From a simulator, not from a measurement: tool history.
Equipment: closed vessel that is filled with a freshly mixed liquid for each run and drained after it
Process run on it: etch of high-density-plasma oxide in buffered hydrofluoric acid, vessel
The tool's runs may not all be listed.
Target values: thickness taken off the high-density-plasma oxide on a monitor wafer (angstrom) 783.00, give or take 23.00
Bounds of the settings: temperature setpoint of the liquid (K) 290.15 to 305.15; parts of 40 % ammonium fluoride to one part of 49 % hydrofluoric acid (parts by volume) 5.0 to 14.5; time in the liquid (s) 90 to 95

run    day  temperature setpoint of the liquid (K)  parts of 40 % ammonium fluoride to one part of 49 % hydrofluoric acid (parts by volume)  time in the liquid (s)  thickness taken off the high-density-plasma oxide on a monitor wafer (angstrom)
  1  0.000                                  297.15                                                                                      9.0                      90                                                                          1204.50
  2  0.133                                  296.15                                                                                      9.0                      90                                                                          1119.40
  3  0.362                                  296.15                                                                                     10.0                      90                                                                          1075.20
  4  0.650                                  294.15                                                                                     10.0                      90                                                                           956.91
  5  0.946                                  293.65                                                                                     10.0                      90                                                                           911.39
  6  1.012                                  293.65                                                                                     10.0                      95                                                                           969.24
  7  1.125                                  293.15                                                                                     10.0                      95                                                                           938.48
  8  1.288                                  292.65                                                                                     10.0                      95                                                                           906.96

5 candidate next runs follow, results not yet known. Just one meets every target within its allowed miss. Identify it.
  A  1.450                                  291.15                                                                                     11.0                      90                                                                                ?
  B  1.450                                  291.65                                                                                     10.5                      90                                                                                ?
  C  1.450                                  294.65                                                                                     11.5                      90                                                                                ?
  D  1.450                                  290.15                                                                                     10.5                      90                                                                                ?
  E  1.450                                  297.65                                                                                     12.0                      95                                                                                ?

move  thickness taken off the high-density-plasma oxide on a monitor wafer (angstrom)
   A                                                                           718.40
   B                                                                           773.34
   C                                                                           837.12
   D                                                                           710.14
   E                                                                           999.45
A: pushes the last run's worst result past its target
B: hits every target within its allowed miss
C: nearer than the last run, and not there yet
D: pushes the last run's worst result past its target
E: misses by more than the last run did
Answer: B
